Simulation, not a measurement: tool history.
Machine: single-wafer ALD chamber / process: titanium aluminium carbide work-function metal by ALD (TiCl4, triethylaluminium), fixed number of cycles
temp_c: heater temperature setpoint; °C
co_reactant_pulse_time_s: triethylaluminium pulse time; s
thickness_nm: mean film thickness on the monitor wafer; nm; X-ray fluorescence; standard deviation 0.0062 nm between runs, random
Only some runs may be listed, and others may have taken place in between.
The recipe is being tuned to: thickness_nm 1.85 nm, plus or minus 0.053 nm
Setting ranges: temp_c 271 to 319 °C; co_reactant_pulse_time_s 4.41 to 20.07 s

run 1 hour=0 | temp_c=295 co_reactant_pulse_time_s=12.24 | thickness_nm=2.2315
run 2 hour=1.5 | temp_c=295 co_reactant_pulse_time_s=13.72 | thickness_nm=2.2582
run 3 hour=4.2 | temp_c=295 co_reactant_pulse_time_s=10.25 | thickness_nm=2.2004
run 4 hour=10.4 | temp_c=295 co_reactant_pulse_time_s=13.63 | thickness_nm=2.2599
run 5 hour=14.2 | temp_c=295 co_reactant_pulse_time_s=15.54 | thickness_nm=2.268
run 6 hour=15 | temp_c=290 co_reactant_pulse_time_s=13.03 | thickness_nm=2.1967
run 7 hour=23.4 | temp_c=286 co_reactant_pulse_time_s=11.08 | thickness_nm=2.1071
run 8 hour=29 | temp_c=283 co_reactant_pulse_time_s=9.67 | thickness_nm=2.0413
run 9 hour=37.6 | temp_c=280 co_reactant_pulse_time_s=8.89 | thickness_nm=1.9788

5 candidate next runs follow, results not yet known. Just one meets every target within its allowed miss. Identify it.
run A hour=46.2 | temp_c=271 co_reactant_pulse_time_s=12.51 | thickness_nm=?
run B hour=46.2 | temp_c=293 co_reactant_pulse_time_s=8.98 | thickness_nm=?
run C hour=46.2 | temp_c=271 co_reactant_pulse_time_s=8.1 | thickness_nm=?
run D hour=46.2 | temp_c=299 co_reactant_pulse_time_s=9.2 | thickness_nm=?
run E hour=46.2 | temp_c=293 co_reactant_pulse_time_s=8.71 | thickness_nm=?

move=A thickness_nm=1.98
move=B thickness_nm=2.1172
move=C thickness_nm=1.8258
move=D thickness_nm=2.195
move=E thickness_nm=2.0999
A: no better and no worse than the last run
B: the biggest miss grows against the last run
C: all results in spec
D: the biggest miss grows against the last run
E: the biggest miss grows against the last run
C meets every target.

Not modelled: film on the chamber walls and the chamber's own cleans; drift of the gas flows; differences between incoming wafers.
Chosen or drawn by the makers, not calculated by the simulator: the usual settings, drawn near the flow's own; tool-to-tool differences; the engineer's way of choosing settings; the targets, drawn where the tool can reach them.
